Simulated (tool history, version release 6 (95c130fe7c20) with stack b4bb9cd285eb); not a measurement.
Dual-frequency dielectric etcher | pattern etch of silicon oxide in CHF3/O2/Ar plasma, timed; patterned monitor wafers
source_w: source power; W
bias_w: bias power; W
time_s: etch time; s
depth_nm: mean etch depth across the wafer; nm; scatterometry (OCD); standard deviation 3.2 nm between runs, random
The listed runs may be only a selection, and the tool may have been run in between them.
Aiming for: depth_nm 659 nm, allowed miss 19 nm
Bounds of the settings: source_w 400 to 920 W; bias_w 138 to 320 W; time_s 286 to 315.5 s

| run | hour | source_w | bias_w | time_s | depth_nm |
|---|---|---|---|---|---|
| 1 | 0 | 660 | 229 | 315.5 | 742.37 |
| 2 | 3.1 | 620 | 222 | 314 | 722.66 |
| 3 | 3.8 | 620 | 262 | 314 | 747.34 |
| 4 | 7.5 | 580 | 254 | 310.5 | 718.52 |
| 5 | 10.4 | 550 | 249 | 308.5 | 693.56 |
| 6 | 19 | 660 | 249 | 308.5 | 745.76 |
| 7 | 21.7 | 620 | 242 | 305.5 | 717.05 |
| 8 | 28.3 | 590 | 237 | 304 | 698.45 |
| 9 | 33 | 570 | 234 | 303 | 686.6 |
| 10 | 34.5 | 560 | 232 | 302 | 675.7 |

Which one of the following 4 next-run settings gets every result inside its allowed miss? There is exactly one.
| A | 36 | 570 | 230 | 305.5 | ? |
| B | 36 | 480 | 292 | 315.5 | ? |
| C | 36 | 590 | 213 | 315.5 | ? |
| D | 36 | 550 | 256 | 286 | ? |

| move | depth_nm |
|---|---|
| A | 689.48 |
| B | 714.98 |
| C | 707.81 |
| D | 654.16 |
A: further off than the last run
B: further off than the last run
C: further off than the last run
D: all results in spec
The move that meets every target is D.
